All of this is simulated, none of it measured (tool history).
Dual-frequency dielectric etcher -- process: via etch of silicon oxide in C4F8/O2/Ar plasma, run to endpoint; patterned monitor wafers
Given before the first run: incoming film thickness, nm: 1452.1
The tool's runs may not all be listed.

run	hour	source power (W)	bias power (W)	endpoint time (s)
1	0.0	2040	2255	263.86
2	1.6	1950	2225	268.78
3	2.8	1870	2195	272.75
4	5.1	1870	2419	260.37
5	9.9	2140	2419	255.84
6	16.8	2050	2305	261.85
7	22.5	1970	2226	266.57

Run 8 has not been measured yet. What should we expect?
8	31.0	1890	2155	?

Run 8 produced endpoint time (s) 273.08.
